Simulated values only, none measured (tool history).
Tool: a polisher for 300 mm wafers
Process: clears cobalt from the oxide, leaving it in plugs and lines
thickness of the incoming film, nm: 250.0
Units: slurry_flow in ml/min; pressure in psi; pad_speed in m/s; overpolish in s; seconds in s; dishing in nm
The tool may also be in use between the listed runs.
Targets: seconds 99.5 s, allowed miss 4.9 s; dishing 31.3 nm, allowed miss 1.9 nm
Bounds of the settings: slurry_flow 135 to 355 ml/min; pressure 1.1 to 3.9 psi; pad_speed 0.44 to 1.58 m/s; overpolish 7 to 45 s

Run 1, hour 0: slurry_flow 225 ml/min, pressure 2.5 psi, pad_speed 1 m/s, overpolish 23 s. Result: seconds 37.183 s, dishing 53.925 nm.
Run 2, hour 2.5: slurry_flow 225 ml/min, pressure 2.3 psi, pad_speed 0.94 m/s, overpolish 21 s. Result: seconds 42.237 s, dishing 50.046 nm.
Run 3, hour 4.3: slurry_flow 225 ml/min, pressure 2.3 psi, pad_speed 0.94 m/s, overpolish 13 s. Result: seconds 43.623 s, dishing 41.304 nm.
Run 4, hour 11.6: slurry_flow 225 ml/min, pressure 2.2 psi, pad_speed 0.9 m/s, overpolish 13 s. Result: seconds 46.462 s, dishing 39.81 nm.
Run 5, hour 19.1: slurry_flow 225 ml/min, pressure 2.2 psi, pad_speed 0.76 m/s, overpolish 13 s. Result: seconds 54.612 s, dishing 35.523 nm.
Run 6, hour 26.2: slurry_flow 225 ml/min, pressure 1.6 psi, pad_speed 0.76 m/s, overpolish 13 s. Result: seconds 73.89 s, dishing 29.645 nm.
Run 7, hour 27: slurry_flow 225 ml/min, pressure 1.1 psi, pad_speed 0.68 m/s, overpolish 24 s. Result: seconds 118.5 s, dishing 33.716 nm.
Run 8, hour 35: slurry_flow 225 ml/min, pressure 1.1 psi, pad_speed 0.68 m/s, overpolish 23 s. Result: seconds 116.38 s, dishing 32.011 nm.
Run 9, hour 38.1: slurry_flow 225 ml/min, pressure 1.2 psi, pad_speed 0.68 m/s, overpolish 21 s. Result: seconds 108.8 s, dishing 31.689 nm.

Which of these 5 next moves meets every target?
Run A, hour 41.2: slurry_flow 185 ml/min, pressure 1.1 psi, pad_speed 0.76 m/s, overpolish 23 s. Result: seconds ?, dishing ?.
Run B, hour 41.2: slurry_flow 230 ml/min, pressure 1.4 psi, pad_speed 0.6 m/s, overpolish 24 s. Result: seconds ?, dishing ?.
Run C, hour 41.2: slurry_flow 215 ml/min, pressure 1.1 psi, pad_speed 0.66 m/s, overpolish 24 s. Result: seconds ?, dishing ?.
Run D, hour 41.2: slurry_flow 270 ml/min, pressure 1.2 psi, pad_speed 0.72 m/s, overpolish 19 s. Result: seconds ?, dishing ?.
Run E, hour 41.2: slurry_flow 245 ml/min, pressure 1.4 psi, pad_speed 0.52 m/s, overpolish 23 s. Result: seconds ?, dishing ?.

move  seconds  dishing
   A   110.79   33.585
   B   107.25   35.238
   C   123.99   32.119
   D   102.29   31.169
   E   121.87   31.573
A: further off than the last run
B: further off than the last run
C: further off than the last run
D: meets every target
E: further off than the last run
Move D is the one to make.

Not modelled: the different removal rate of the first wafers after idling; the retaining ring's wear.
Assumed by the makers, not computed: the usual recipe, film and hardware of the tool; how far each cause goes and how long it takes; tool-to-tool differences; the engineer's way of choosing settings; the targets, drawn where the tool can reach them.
